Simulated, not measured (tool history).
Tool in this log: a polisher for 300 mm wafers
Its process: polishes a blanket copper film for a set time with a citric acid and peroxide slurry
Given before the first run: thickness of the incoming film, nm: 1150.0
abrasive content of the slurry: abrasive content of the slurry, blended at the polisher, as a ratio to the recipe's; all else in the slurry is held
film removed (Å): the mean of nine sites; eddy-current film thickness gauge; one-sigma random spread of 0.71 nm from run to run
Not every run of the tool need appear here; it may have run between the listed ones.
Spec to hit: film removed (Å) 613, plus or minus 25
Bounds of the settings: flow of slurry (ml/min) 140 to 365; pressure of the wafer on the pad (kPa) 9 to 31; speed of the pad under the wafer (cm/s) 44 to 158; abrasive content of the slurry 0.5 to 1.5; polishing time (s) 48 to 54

run,hour,flow of slurry (ml/min),pressure of the wafer on the pad (kPa),speed of the pad under the wafer (cm/s),abrasive content of the slurry,polishing time (s),film removed (Å)
1,0,235,20,100,1,54,1072.1
2,8.3,235,16.5,98,1,54,883.56
3,11.1,235,14.5,98,1,54,757.96
4,17,235,13.8,98,1,54,726.98
5,22.1,235,15.9,98,1,54,831.3
6,24,235,14.5,98,1,54,763.11
7,25.5,235,13.1,98,1,54,692.55
8,30,235,12.4,98,1,54,661.29

5 candidate next runs follow, results not yet known. Just one meets every target within its allowed miss. Identify it.
A,34.5,280,13.8,94,1,54,?
B,34.5,275,16.5,72,0.85,53,?
C,34.5,245,11,98,0.9,52,?
D,34.5,195,12.4,86,1,54,?
E,34.5,230,14.5,92,1.2,49,?

move,film removed (Å)
A,711.94
B,616.6
C,553.14
D,565.38
E,679.75
A: the biggest miss grows against the last run
B: every result lands within tolerance
C: takes the biggest miss from the last run beyond its target
D: takes the biggest miss from the last run beyond its target
E: the biggest miss grows against the last run
The move that meets every target is B.
